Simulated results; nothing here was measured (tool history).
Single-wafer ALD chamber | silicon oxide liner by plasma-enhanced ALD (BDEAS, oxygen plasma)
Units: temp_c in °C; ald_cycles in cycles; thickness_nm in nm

Run 1, hour 0: temp_c 320 °C, ald_cycles 64 cycles. Result: thickness_nm 5.6866 nm.
Run 2, hour 0.9: temp_c 320 °C, ald_cycles 56 cycles. Result: thickness_nm 5.0104 nm.
Run 3, hour 2.3: temp_c 320 °C, ald_cycles 63 cycles. Result: thickness_nm 5.6608 nm.
Run 4, hour 4.1: temp_c 320 °C, ald_cycles 64 cycles. Result: thickness_nm 5.7175 nm.
Run 5, hour 7.4: temp_c 314 °C, ald_cycles 64 cycles. Result: thickness_nm 5.7106 nm.
Run 6, hour 14.4: temp_c 314 °C, ald_cycles 66 cycles. Result: thickness_nm 5.9086 nm.
Run 7, hour 19.5: temp_c 314 °C, ald_cycles 67 cycles. Result: thickness_nm 6.0426 nm.

The next listed run, before its measurement:
Run 8, hour 25.9: temp_c 314 °C, ald_cycles 68 cycles. Result: thickness_nm ?.

thickness_nm: 6.1021 nm
